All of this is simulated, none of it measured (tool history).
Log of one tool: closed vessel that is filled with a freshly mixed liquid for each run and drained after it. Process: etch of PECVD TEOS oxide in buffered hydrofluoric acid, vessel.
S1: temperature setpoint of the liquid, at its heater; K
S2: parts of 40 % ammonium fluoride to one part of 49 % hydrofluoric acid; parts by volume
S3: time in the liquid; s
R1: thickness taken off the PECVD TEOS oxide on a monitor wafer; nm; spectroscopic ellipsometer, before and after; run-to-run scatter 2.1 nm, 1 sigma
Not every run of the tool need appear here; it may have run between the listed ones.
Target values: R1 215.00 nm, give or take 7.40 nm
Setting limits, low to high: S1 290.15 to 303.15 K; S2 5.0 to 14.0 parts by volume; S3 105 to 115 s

| run | hour | S1 | S2 | S3 | R1 |
|---|---|---|---|---|---|
| 1 | 0.0 | 295.15 | 8.5 | 105 | 135.99 |
| 2 | 1.9 | 295.15 | 8.5 | 105 | 133.73 |
| 3 | 11.2 | 293.15 | 8.5 | 105 | 120.07 |
| 4 | 14.8 | 293.15 | 7.5 | 105 | 135.89 |
| 5 | 23.0 | 294.15 | 7.5 | 105 | 143.64 |
| 6 | 31.8 | 295.15 | 7.5 | 105 | 149.80 |
| 7 | 39.9 | 296.15 | 7.5 | 105 | 160.24 |
| 8 | 43.5 | 296.65 | 7.5 | 105 | 165.67 |
| 9 | 52.8 | 297.15 | 7.5 | 105 | 168.99 |
| 10 | 59.5 | 297.65 | 7.5 | 105 | 173.93 |

Which one of the following 4 next-run settings gets every result inside its allowed miss? There is exactly one.
| A | 66.2 | 301.15 | 10.0 | 105 | ? |
| B | 66.2 | 296.15 | 5.0 | 110 | ? |
| C | 66.2 | 293.15 | 5.0 | 115 | ? |
| D | 66.2 | 301.15 | 7.5 | 115 | ? |

| move | R1 |
|---|---|
| A | 158.94 |
| B | 237.77 |
| C | 210.60 |
| D | 226.57 |
A: lands further from the targets than the last run did
B: pushes the last run's worst result past its target
C: every result within its allowed miss
D: pushes the last run's worst result past its target
C meets every target.
